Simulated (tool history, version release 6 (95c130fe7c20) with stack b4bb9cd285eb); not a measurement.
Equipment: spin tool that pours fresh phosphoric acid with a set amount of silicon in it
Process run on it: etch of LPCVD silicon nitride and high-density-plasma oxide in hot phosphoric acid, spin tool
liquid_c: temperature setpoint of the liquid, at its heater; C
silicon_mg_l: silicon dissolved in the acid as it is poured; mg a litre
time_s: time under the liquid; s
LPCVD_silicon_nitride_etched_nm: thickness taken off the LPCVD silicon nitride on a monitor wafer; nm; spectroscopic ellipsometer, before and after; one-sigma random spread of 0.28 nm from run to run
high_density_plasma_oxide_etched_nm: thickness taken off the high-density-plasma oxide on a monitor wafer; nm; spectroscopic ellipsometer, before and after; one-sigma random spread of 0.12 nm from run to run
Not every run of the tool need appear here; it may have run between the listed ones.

| run | hour | liquid_c | silicon_mg_l | time_s | LPCVD_silicon_nitride_etched_nm | high_density_plasma_oxide_etched_nm |
|---|---|---|---|---|---|---|
| 1 | 0.0 | 163 | 25.0 | 180 | 16.658 | 0.57297 |
| 2 | 5.0 | 162 | 25.0 | 180 | 16.006 | 0.55595 |
| 3 | 7.8 | 163 | 21.0 | 205 | 18.920 | 0.83943 |
| 4 | 12.0 | 163 | 21.0 | 170 | 15.566 | 0.66814 |
| 5 | 18.9 | 164 | 20.0 | 200 | 19.090 | 0.85359 |
| 6 | 20.6 | 165 | 18.5 | 220 | 21.824 | 0.92325 |
| 7 | 26.6 | 167 | 2.5 | 305 | 32.263 | 2.22830 |

Predict the results of run 8:
| 8 | 28.8 | 167 | 3.5 | 305 | ? | ? |

Run 8 yielded LPCVD_silicon_nitride_etched_nm 32.381 nm, high_density_plasma_oxide_etched_nm 2.38490 nm.

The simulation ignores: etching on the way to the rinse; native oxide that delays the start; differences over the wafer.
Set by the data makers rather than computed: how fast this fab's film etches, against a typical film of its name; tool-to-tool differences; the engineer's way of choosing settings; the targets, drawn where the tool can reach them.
